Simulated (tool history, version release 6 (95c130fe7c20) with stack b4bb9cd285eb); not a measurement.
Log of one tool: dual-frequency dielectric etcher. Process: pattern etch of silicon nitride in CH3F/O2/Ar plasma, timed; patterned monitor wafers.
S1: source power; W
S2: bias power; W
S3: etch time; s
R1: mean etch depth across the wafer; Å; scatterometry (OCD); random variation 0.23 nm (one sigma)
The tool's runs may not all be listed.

run 1 hour=0 | S1=480 S2=97 S3=86 | R1=743.8
run 2 hour=3.3 | S1=480 S2=97 S3=86 | R1=740.99
run 3 hour=10.9 | S1=510 S2=97 S3=86 | R1=755.13
run 4 hour=18.5 | S1=480 S2=93 S3=86 | R1=728.65
run 5 hour=20.9 | S1=460 S2=90 S3=86 | R1=717.67
run 6 hour=24.9 | S1=460 S2=73 S3=86 | R1=676.46
run 7 hour=28.6 | S1=440 S2=71 S3=86 | R1=659.77

Forecast run 8:
run 8 hour=37 | S1=420 S2=70 S3=86 | R1=?

Run 8 gave R1 652.67 Å.
